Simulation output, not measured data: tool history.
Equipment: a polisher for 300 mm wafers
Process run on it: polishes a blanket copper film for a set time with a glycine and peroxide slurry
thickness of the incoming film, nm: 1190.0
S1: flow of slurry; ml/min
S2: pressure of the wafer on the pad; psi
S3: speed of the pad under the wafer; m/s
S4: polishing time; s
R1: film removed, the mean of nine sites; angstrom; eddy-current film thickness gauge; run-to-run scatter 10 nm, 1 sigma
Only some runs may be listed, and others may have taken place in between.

run 1 hour=0.0 | S1=235 S2=1.9 S3=1.20 S4=89 | R1=4294.8
run 2 hour=5.9 | S1=235 S2=1.9 S3=1.20 S4=94 | R1=4612.0
run 3 hour=7.2 | S1=235 S2=1.9 S3=1.20 S4=94 | R1=4568.0
run 4 hour=10.0 | S1=235 S2=1.9 S3=1.20 S4=94 | R1=4537.4
run 5 hour=18.4 | S1=235 S2=1.9 S3=1.20 S4=94 | R1=4537.7
run 6 hour=26.3 | S1=210 S2=1.9 S3=1.20 S4=94 | R1=4518.6
run 7 hour=28.5 | S1=210 S2=2.1 S3=1.22 S4=94 | R1=4984.6
run 8 hour=35.4 | S1=210 S2=2.7 S3=1.30 S4=94 | R1=6432.2
run 9 hour=39.2 | S1=210 S2=2.8 S3=1.30 S4=94 | R1=6590.9

For run 10, what comes out?
run 10 hour=42.9 | S1=210 S2=2.8 S3=1.30 S4=94 | R1=?

{"run 10": {"R1": 6464.7}}
